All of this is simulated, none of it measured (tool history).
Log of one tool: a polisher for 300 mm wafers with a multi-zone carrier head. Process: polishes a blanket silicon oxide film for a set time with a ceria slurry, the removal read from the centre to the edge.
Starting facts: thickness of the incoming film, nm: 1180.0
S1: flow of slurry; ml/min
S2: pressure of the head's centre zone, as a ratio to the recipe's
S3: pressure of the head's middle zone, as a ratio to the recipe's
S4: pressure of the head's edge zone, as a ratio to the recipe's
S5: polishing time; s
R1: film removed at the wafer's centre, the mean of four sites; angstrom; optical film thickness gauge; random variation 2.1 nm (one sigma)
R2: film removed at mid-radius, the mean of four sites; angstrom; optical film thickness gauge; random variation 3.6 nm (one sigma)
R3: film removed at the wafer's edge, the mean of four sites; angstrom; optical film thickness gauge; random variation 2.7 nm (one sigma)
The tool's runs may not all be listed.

run	day	S1	S2	S3	S4	S5	R1	R2	R3
1	0.000	175	1.00	1.00	1.00	75	3864.9	3636.0	3776.5
2	0.158	175	1.00	1.08	1.00	75	3785.8	3821.8	3785.8
3	0.479	210	1.00	1.08	1.00	75	3937.6	3986.8	3828.3
4	0.608	210	1.05	1.08	1.00	75	4056.0	3964.1	3762.1
5	0.846	245	1.05	1.08	1.00	75	4157.9	4047.2	3862.8
6	1.121	245	1.10	1.08	1.00	75	4354.7	3979.2	3816.6
7	1.308	240	1.08	1.06	0.99	73	4108.6	3915.7	3833.1
8	1.617	230	1.07	1.06	1.00	71	3939.9	3710.3	3606.3

Estimate the outcome of run 9 from the log above:
9	1.683	230	1.07	1.06	1.00	71	?	?	?

Run 9 came out at R1 3939.4 angstrom, R2 3725.9 angstrom, R3 3666.9 angstrom.
